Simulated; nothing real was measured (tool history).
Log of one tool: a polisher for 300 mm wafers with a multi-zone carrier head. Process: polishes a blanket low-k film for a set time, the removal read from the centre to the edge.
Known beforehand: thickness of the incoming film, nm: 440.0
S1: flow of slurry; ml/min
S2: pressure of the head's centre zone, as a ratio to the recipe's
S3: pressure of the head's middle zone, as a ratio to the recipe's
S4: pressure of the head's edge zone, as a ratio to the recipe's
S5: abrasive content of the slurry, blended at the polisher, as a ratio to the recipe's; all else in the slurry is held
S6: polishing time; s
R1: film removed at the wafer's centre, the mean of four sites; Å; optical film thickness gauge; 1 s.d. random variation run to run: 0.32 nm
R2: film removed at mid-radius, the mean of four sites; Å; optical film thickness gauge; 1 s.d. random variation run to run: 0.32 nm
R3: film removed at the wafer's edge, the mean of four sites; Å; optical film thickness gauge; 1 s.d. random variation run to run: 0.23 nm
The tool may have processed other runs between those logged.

{"run": 1, "hour": 0.0, "S1": 260, "S2": 1.0, "S3": 1.0, "S4": 1.0, "S5": 1.0, "S6": 68, "R1": 274.32, "R2": 271.35, "R3": 280.05}
{"run": 2, "hour": 7.1, "S1": 260, "S2": 1.0, "S3": 1.07, "S4": 1.0, "S5": 1.0, "S6": 68, "R1": 272.38, "R2": 289.94, "R3": 276.64}
{"run": 3, "hour": 14.8, "S1": 255, "S2": 1.01, "S3": 1.01, "S4": 0.99, "S5": 0.95, "S6": 68, "R1": 268.91, "R2": 267.01, "R3": 266.96}
{"run": 4, "hour": 18.1, "S1": 230, "S2": 1.01, "S3": 1.01, "S4": 0.99, "S5": 0.95, "S6": 68, "R1": 260.61, "R2": 261.69, "R3": 264.09}
{"run": 5, "hour": 25.7, "S1": 230, "S2": 1.01, "S3": 1.01, "S4": 0.99, "S5": 0.75, "S6": 68, "R1": 218.98, "R2": 214.28, "R3": 221.27}
{"run": 6, "hour": 31.7, "S1": 255, "S2": 1.03, "S3": 0.99, "S4": 1.03, "S5": 0.75, "S6": 68, "R1": 221.44, "R2": 218.75, "R3": 227.4}
{"run": 7, "hour": 38.6, "S1": 265, "S2": 1.06, "S3": 0.95, "S4": 1.04, "S5": 0.8, "S6": 68, "R1": 244.96, "R2": 225.31, "R3": 238.94}
{"run": 8, "hour": 40.4, "S1": 275, "S2": 1.07, "S3": 0.92, "S4": 1.06, "S5": 0.8, "S6": 68, "R1": 249.73, "R2": 216.91, "R3": 244.64}
{"run": 9, "hour": 48.0, "S1": 290, "S2": 1.08, "S3": 0.91, "S4": 1.07, "S5": 0.8, "S6": 68, "R1": 259.63, "R2": 217.85, "R3": 244.53}
{"run": 10, "hour": 49.7, "S1": 285, "S2": 1.07, "S3": 0.9, "S4": 1.16, "S5": 0.9, "S6": 68, "R1": 274.67, "R2": 231.37, "R3": 280.77}
{"run": 11, "hour": 56.9, "S1": 280, "S2": 1.07, "S3": 0.9, "S4": 1.14, "S5": 0.9, "S6": 68, "R1": 276.68, "R2": 234.31, "R3": 276.39}
{"run": 12, "hour": 57.8, "S1": 275, "S2": 1.07, "S3": 0.89, "S4": 1.13, "S5": 0.9, "S6": 68, "R1": 275.29, "R2": 233.95, "R3": 277.31}

Run 13 comes next. What will it give?
{"run": 13, "hour": 61.0, "S1": 275, "S2": 1.07, "S3": 0.89, "S4": 1.12, "S5": 0.9, "S6": 68, "R1": "?", "R2": "?", "R3": "?"}

Run 13 gave R1 272.74 Å, R2 234.32 Å, R3 276.28 Å.

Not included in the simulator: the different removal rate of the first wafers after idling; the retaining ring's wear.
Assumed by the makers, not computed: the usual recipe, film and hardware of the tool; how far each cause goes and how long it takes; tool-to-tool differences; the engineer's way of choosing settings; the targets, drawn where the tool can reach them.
